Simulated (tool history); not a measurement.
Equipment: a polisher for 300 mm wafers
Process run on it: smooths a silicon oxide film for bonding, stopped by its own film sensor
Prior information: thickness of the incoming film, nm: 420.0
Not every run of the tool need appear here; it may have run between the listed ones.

run	hour	flow of slurry (ml/min)	pressure of the wafer on the pad (kPa)	speed of the pad under the wafer (cm/s)	abrasive content of the slurry	target thickness at which the film sensor stops the polish (Å)	time until the film sensor stopped the polish (s)
1	0.0	195	9.7	86	1.0	3790	94.379
2	8.1	175	9.7	86	1.0	3790	96.417
3	16.8	175	9.7	86	1.0	3770	103.680
4	24.6	190	11.7	86	1.0	3770	83.871
5	31.1	190	11.7	86	1.0	3770	81.251
# hour 32.3: slurry nozzle cleaned
6	32.3	190	11.7	72	1.0	3770	89.972
7	40.2	200	13.1	76	1.0	3770	77.711
8	48.3	200	13.8	82	1.0	3770	70.050

Predict the results of run 9:
9	54.4	205	14.5	86	1.0	3770	?

{"run 9": {"time until the film sensor stopped the polish (s)": 63.868}}
